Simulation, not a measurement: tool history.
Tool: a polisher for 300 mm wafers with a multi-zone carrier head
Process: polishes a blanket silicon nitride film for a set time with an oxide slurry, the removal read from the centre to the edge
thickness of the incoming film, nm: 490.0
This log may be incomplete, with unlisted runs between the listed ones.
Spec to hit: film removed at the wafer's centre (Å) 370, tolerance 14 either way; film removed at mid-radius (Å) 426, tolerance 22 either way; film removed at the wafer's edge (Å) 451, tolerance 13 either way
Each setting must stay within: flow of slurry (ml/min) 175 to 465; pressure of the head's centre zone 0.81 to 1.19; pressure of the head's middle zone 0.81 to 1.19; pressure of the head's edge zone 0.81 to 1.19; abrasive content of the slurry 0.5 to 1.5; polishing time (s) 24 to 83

| run | hour | flow of slurry (ml/min) | pressure of the head's centre zone | pressure of the head's middle zone | pressure of the head's edge zone | abrasive content of the slurry | polishing time (s) | film removed at the wafer's centre (Å) | film removed at mid-radius (Å) | film removed at the wafer's edge (Å) |
|---|---|---|---|---|---|---|---|---|---|---|
| 1 | 0 | 295 | 1 | 1 | 1 | 1 | 53 | 458 | 451.2 | 455.44 |
| 2 | 6.9 | 295 | 1 | 1 | 1 | 1 | 62 | 534.5 | 517.38 | 531.55 |
| 3 | 15.9 | 295 | 1 | 1 | 1.03 | 1 | 62 | 530.86 | 533.55 | 531.08 |
| 4 | 22.6 | 295 | 1 | 1 | 1.03 | 0.85 | 62 | 484.49 | 475.19 | 492.07 |
| 5 | 25.4 | 295 | 1 | 1.07 | 1.03 | 0.85 | 62 | 489.3 | 500.4 | 496.69 |
| 6 | 34.2 | 295 | 1 | 1.07 | 1.08 | 0.85 | 62 | 482.29 | 507.57 | 505.02 |
| 7 | 42.3 | 290 | 0.95 | 1.05 | 1.07 | 0.8 | 62 | 442 | 487.98 | 480.64 |
| 8 | 50 | 280 | 0.92 | 1 | 1.09 | 0.8 | 62 | 428.94 | 456.54 | 482.33 |
| 9 | 55 | 275 | 0.89 | 1 | 1.08 | 0.8 | 62 | 407.4 | 460.07 | 478.24 |
| 10 | 57.1 | 270 | 0.88 | 0.99 | 1.07 | 0.8 | 62 | 404.9 | 460.63 | 476.87 |
| 11 | 61.3 | 260 | 0.82 | 0.93 | 1.04 | 0.7 | 62 | 346.14 | 406.87 | 433.69 |
| 12 | 66.2 | 270 | 0.83 | 0.94 | 1.05 | 0.7 | 62 | 354.51 | 406.82 | 436.32 |

Pick the move, out of 5, that brings all results within their allowed miss; only one does.
| A | 71.1 | 295 | 0.83 | 0.97 | 0.96 | 0.7 | 61 | ? | ? | ? |
| B | 71.1 | 300 | 0.9 | 0.96 | 1.04 | 0.65 | 62 | ? | ? | ? |
| C | 71.1 | 265 | 0.88 | 0.97 | 0.99 | 0.7 | 62 | ? | ? | ? |
| D | 71.1 | 215 | 0.81 | 0.96 | 1 | 0.8 | 57 | ? | ? | ? |
| E | 71.1 | 335 | 0.82 | 0.94 | 1.02 | 0.65 | 67 | ? | ? | ? |

| move | film removed at the wafer's centre (Å) | film removed at mid-radius (Å) | film removed at the wafer's edge (Å) |
|---|---|---|---|
| A | 349.91 | 408.65 | 411.32 |
| B | 367.76 | 392.15 | 413.92 |
| C | 372.12 | 410.09 | 420.26 |
| D | 331.19 | 394.82 | 413.09 |
| E | 366.17 | 421.18 | 446.95 |
A: its largest miss is bigger than the last run's
B: its largest miss is bigger than the last run's
C: its largest miss is bigger than the last run's
D: its largest miss is bigger than the last run's
E: in spec on every target
Correct choice: E, which meets every target

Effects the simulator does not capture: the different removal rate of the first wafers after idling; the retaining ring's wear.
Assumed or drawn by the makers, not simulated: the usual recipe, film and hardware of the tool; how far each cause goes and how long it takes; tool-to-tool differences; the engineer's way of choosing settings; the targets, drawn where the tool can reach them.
